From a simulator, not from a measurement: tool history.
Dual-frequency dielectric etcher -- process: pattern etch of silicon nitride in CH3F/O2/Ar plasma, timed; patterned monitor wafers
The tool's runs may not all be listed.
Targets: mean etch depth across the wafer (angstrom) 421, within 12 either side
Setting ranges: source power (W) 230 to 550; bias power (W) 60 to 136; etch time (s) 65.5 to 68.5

run	hour	source power (W)	bias power (W)	etch time (s)	mean etch depth across the wafer (angstrom)
1	0	390	98	65.5	487.9
2	7.9	450	98	65.5	513.37
3	11	520	98	65.5	539.78
4	13.6	520	98	68.5	558.94
5	15.6	510	94	68	544.03
6	19.8	510	94	65.5	529.59
7	24.5	490	91	65.5	517.03
8	33.1	470	88	65.5	500.42
9	35.7	390	74	65.5	442.27

Next run, 4 choices. One meets every target within its allowed miss, the rest don't. Which?
A	38.3	390	70	67.5	?
B	38.3	370	80	66.5	?
C	38.3	390	79	65.5	?
D	38.3	350	70	66	?

move	mean etch depth across the wafer (angstrom)
A	445.42
B	448.82
C	449.32
D	417.51
A: its largest miss is bigger than the last run's
B: its largest miss is bigger than the last run's
C: its largest miss is bigger than the last run's
D: hits every target within its allowed miss
Answer: D

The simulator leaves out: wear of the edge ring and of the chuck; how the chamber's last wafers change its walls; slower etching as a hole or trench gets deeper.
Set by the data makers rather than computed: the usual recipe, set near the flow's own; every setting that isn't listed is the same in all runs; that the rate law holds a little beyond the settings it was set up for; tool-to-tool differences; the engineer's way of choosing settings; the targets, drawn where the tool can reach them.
